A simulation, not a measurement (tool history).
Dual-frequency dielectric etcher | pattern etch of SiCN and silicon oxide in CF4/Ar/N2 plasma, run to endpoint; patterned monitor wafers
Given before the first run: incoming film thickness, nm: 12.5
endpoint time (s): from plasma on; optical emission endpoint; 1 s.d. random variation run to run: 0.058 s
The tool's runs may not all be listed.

run,hour,source power (W),bias power (W),Ar flow (sccm),CF4 flow (sccm),endpoint time (s)
1,0.0,470,58,129,83,13.959
2,6.8,500,58,129,83,13.240
3,8.1,520,58,129,83,12.886
4,14.4,530,58,129,83,12.549
5,18.3,480,58,129,83,13.891
6,25.4,500,58,129,83,13.198

What will run 7 give?
7,27.0,500,58,129,83,?

endpoint time (s): 13.187
